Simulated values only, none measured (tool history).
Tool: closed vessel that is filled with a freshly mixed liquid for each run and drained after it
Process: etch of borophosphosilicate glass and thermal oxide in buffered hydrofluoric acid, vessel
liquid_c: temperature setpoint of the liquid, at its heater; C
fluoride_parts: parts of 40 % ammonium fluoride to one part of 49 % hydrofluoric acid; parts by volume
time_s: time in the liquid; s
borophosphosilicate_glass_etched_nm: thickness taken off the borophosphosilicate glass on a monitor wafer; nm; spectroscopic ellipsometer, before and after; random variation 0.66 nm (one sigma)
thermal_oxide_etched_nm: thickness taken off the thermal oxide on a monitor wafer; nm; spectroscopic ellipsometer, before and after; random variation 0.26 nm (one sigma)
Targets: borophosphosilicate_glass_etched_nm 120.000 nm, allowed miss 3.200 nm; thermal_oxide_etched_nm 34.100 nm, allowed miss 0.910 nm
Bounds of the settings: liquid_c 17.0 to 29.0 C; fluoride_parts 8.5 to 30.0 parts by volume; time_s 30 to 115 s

run  hour  liquid_c  fluoride_parts  time_s  borophosphosilicate_glass_etched_nm  thermal_oxide_etched_nm
  1   0.0      21.0            23.0      60                               85.525                   24.210
  2   3.8      21.0            29.5      60                               72.143                   20.435
  3  11.2      23.5            28.5      60                               85.177                   24.105
  4  15.2      23.5            24.5      60                               93.893                   27.261
  5  16.9      24.5            24.5      60                               99.639                   28.481
  6  26.2      24.5            28.0      60                               91.335                   25.785
  7  30.2      26.0            27.5      60                               99.473                   28.719
  8  31.4      26.0            27.5      60                               99.655                   28.352
  9  33.8      27.0            27.0      60                              107.520                   29.777
 10  40.9      27.5            26.0      60                              112.170                   32.009
 11  48.9      28.0            26.0      60                              114.760                   32.908

5 next moves are on the table. One of them brings every result within its allowed miss. Which?
  A  56.9      27.0            25.5      60                                    ?                        ?
  B  56.9      27.5            26.5      65                                    ?                        ?
  C  56.9      28.5            19.0      45                                    ?                        ?
  D  56.9      29.0            17.0      40                                    ?                        ?
  E  56.9      25.0            30.0      75                                    ?                        ?

move  borophosphosilicate_glass_etched_nm  thermal_oxide_etched_nm
   A                              111.060                   31.236
   B                              120.340                   33.859
   C                              112.140                   31.540
   D                              114.200                   32.116
   E                              111.450                   31.329
A: further off than the last run
B: meets every target
C: further off than the last run
D: further off than the last run
E: further off than the last run
The right move is B.

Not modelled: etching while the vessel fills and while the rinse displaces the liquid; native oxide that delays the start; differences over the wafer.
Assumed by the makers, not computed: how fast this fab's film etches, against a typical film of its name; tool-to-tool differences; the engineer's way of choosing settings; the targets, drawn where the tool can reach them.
